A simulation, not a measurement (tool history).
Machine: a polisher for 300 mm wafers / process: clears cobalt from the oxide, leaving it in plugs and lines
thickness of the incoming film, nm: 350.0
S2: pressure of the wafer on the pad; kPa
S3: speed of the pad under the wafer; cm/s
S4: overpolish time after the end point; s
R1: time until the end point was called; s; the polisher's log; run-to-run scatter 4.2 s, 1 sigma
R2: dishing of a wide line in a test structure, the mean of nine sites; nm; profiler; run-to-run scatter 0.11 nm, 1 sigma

run 1 hour=0.0 | flow_of_slurry_(ml/min)=195 S2=9.0 S3=128 S4=13 | R1=92.555 R2=35.0480
run 2 hour=6.9 | flow_of_slurry_(ml/min)=185 S2=8.3 S3=120 S4=12 | R1=109.610 R2=28.4110
run 3 hour=7.8 | flow_of_slurry_(ml/min)=175 S2=7.6 S3=114 S4=11 | R1=125.610 R2=23.3350
run 4 hour=11.6 | flow_of_slurry_(ml/min)=170 S2=6.9 S3=108 S4=10 | R1=148.960 R2=19.5470
run 5 hour=12.5 | flow_of_slurry_(ml/min)=170 S2=9.0 S3=108 S4=10 | R1=112.740 R2=23.6230
run 6 hour=15.9 | flow_of_slurry_(ml/min)=165 S2=8.3 S3=102 S4=9 | R1=128.500 R2=19.7060
run 7 hour=19.9 | flow_of_slurry_(ml/min)=160 S2=7.6 S3=98 S4=8 | R1=149.720 R2=16.5040
run 8 hour=26.5 | flow_of_slurry_(ml/min)=155 S2=7.6 S3=94 S4=8 | R1=153.690 R2=15.5130
run 9 hour=29.0 | flow_of_slurry_(ml/min)=150 S2=7.6 S3=90 S4=8 | R1=160.040 R2=14.7240
run 10 hour=36.4 | flow_of_slurry_(ml/min)=145 S2=7.6 S3=86 S4=8 | R1=170.030 R2=14.1750
run 11 hour=38.7 | flow_of_slurry_(ml/min)=140 S2=7.6 S3=82 S4=8 | R1=177.390 R2=13.9250
run 12 hour=45.3 | flow_of_slurry_(ml/min)=120 S2=4.8 S3=58 S4=4 | R1=413.180 R2=3.3405
run 13 hour=47.2 | flow_of_slurry_(ml/min)=120 S2=4.8 S3=60 S4=4 | R1=391.510 R2=3.4858

What does the tool deliver on the next run?
run 14 hour=55.3 | flow_of_slurry_(ml/min)=120 S2=4.8 S3=62 S4=4 | R1=? R2=?

Run 14 measured R1 374.940 s, R2 3.5380 nm.
